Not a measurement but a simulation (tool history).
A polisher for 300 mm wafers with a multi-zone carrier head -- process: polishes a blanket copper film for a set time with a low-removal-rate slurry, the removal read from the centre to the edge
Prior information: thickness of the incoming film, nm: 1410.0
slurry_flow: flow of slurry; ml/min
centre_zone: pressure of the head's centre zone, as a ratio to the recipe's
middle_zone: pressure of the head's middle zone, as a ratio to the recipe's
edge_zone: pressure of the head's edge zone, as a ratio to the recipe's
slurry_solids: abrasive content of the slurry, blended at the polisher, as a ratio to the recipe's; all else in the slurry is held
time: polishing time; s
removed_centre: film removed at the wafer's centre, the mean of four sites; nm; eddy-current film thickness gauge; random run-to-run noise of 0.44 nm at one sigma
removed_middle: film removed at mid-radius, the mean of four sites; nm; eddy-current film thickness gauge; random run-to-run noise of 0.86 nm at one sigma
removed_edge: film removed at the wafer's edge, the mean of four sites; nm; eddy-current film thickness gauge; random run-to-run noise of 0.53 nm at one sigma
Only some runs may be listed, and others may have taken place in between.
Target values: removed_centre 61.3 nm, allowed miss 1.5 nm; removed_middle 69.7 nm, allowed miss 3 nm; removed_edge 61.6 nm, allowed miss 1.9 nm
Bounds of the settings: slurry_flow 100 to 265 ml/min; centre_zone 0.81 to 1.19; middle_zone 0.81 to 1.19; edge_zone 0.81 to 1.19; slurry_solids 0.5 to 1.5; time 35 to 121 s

run,day,slurry_flow,centre_zone,middle_zone,edge_zone,slurry_solids,time,removed_centre,removed_middle,removed_edge
1,0,170,1,1,1,1,78,113.5,115.26,113.04
2,0.358,165,0.99,1,0.97,0.9,73,102.3,103.53,100.52
3,0.496,160,0.97,1.01,0.95,0.85,70,93.753,98.254,94.12
4,0.775,180,0.97,1.01,0.95,0.85,70,95.791,101.31,96.398
5,0.933,170,0.96,1.02,0.93,0.8,67,89.445,95.748,88.909
6,1.208,170,0.96,1.02,0.93,0.65,67,85.548,91.976,85.113
7,1.446,145,0.9,1.01,0.83,0.5,47,51.204,58.53,53.285
8,1.496,195,0.91,1.04,0.89,0.5,47,55.942,62.644,56.247
9,1.517,195,0.91,1.05,0.91,0.5,47,55.579,64.671,57.099

Which single option among these 5 for the next run brings every result within its allowed miss of target? Just one does.
A,1.538,230,0.88,0.81,0.85,0.7,49,?,?,?
B,1.538,185,0.83,1.18,0.83,0.5,45,?,?,?
C,1.538,225,0.93,1.06,0.83,0.5,49,?,?,?
D,1.538,205,0.89,1,0.82,0.5,53,?,?,?
E,1.538,185,0.85,1.19,0.86,0.5,43,?,?,?

move,removed_centre,removed_middle,removed_edge
A,61.781,59.461,63.132
B,48.479,67.926,52.169
C,61.004,69.453,58.171
D,62.224,70.573,62.014
E,47.429,65.373,50.638
A: the worst result of the last run now meets its target, but another is out of spec
B: further off than the last run
C: the worst result of the last run now meets its target, but another is out of spec
D: hits every target within its allowed miss
E: further off than the last run
Move D is the one to make.

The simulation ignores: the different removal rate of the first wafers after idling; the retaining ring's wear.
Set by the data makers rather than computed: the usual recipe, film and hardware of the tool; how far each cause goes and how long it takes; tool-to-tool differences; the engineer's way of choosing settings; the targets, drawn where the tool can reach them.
